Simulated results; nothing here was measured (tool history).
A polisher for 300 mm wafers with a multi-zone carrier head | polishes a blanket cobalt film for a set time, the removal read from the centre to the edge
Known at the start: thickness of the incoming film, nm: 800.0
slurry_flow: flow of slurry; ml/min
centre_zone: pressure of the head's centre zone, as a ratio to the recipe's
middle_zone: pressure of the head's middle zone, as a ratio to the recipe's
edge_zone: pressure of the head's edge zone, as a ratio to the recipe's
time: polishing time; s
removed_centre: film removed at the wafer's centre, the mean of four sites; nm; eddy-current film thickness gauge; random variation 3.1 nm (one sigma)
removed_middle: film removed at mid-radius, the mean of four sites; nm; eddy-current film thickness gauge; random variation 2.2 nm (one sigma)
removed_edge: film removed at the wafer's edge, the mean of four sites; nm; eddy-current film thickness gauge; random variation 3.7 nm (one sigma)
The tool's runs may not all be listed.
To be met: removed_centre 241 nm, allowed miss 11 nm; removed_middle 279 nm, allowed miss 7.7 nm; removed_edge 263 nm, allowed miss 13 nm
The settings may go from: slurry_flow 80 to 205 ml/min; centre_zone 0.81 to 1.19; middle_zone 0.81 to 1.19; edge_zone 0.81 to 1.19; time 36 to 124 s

run  hour  slurry_flow  centre_zone  middle_zone  edge_zone  time  removed_centre  removed_middle  removed_edge
  1     0          135            1            1          1    79          304.49          301.25         300.6
  2   1.9          135            1            1       0.94    79          300.07          299.72        302.06
  3   7.3          135            1            1       0.94    72           281.4          274.02        259.41
  4  12.3          135            1            1       0.98    72          273.45           278.1        271.36
  5  17.2          135            1            1       1.03    72          285.33          273.96        281.84
  6  25.7          135            1         0.93       1.03    72          277.46          259.73        277.55
  7  33.5          135         0.96         0.96          1    72          267.54          264.38        283.97
  8  38.2          135         0.94            1       0.96    71          256.57          274.37        264.88
  9  41.5          135         0.92         1.01       0.96    71          257.78           270.2        265.32

Which of these 5 next moves meets every target?
  A  44.8          110         0.84         0.94       0.87    76               ?               ?             ?
  B  44.8          140         1.05         1.07       1.01    69               ?               ?             ?
  C  44.8          140            1         0.99       0.95    70               ?               ?             ?
  D  44.8          120         0.97         1.07       0.93    74               ?               ?             ?
  E  44.8          110         0.93         1.08       0.99    71               ?               ?             ?

move  removed_centre  removed_middle  removed_edge
   A          239.78          261.84        263.73
   B          290.88          280.09        266.57
   C          280.78          266.12        262.91
   D          276.99          290.44        268.32
   E          248.47          274.89        261.17
A: brings the result that was furthest off to its target, and leaves another outside
B: further off than the last run
C: further off than the last run
D: further off than the last run
E: meets every target
The right move is E.
